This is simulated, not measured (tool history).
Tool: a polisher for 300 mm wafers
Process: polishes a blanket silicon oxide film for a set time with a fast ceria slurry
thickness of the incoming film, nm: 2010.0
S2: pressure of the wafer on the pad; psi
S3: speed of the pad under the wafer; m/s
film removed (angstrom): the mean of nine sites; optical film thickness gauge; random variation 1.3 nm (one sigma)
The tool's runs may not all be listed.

Run 1, hour 0: flow of slurry (ml/min) 320, S2 3.1 psi, S3 0.76 m/s, polishing time (s) 22. Result: film removed (angstrom) 2445.7.
Run 2, hour 4.9: flow of slurry (ml/min) 320, S2 3.1 psi, S3 0.88 m/s, polishing time (s) 22. Result: film removed (angstrom) 2789.1.
Run 3, hour 5.7: flow of slurry (ml/min) 320, S2 3.1 psi, S3 0.88 m/s, polishing time (s) 20. Result: film removed (angstrom) 2533.9.
Run 4, hour 10.8: flow of slurry (ml/min) 320, S2 2.8 psi, S3 0.88 m/s, polishing time (s) 20. Result: film removed (angstrom) 2335.3.
Run 5, hour 16.8: flow of slurry (ml/min) 320, S2 2.4 psi, S3 0.88 m/s, polishing time (s) 20. Result: film removed (angstrom) 2029.1.
Run 6, hour 18.4: flow of slurry (ml/min) 320, S2 2.2 psi, S3 0.88 m/s, polishing time (s) 20. Result: film removed (angstrom) 1924.2.

Forecast run 7:
Run 7, hour 25.2: flow of slurry (ml/min) 320, S2 2 psi, S3 0.88 m/s, polishing time (s) 20. Result: film removed (angstrom) ?.

Run 7 gave film removed (angstrom) 1739.2.
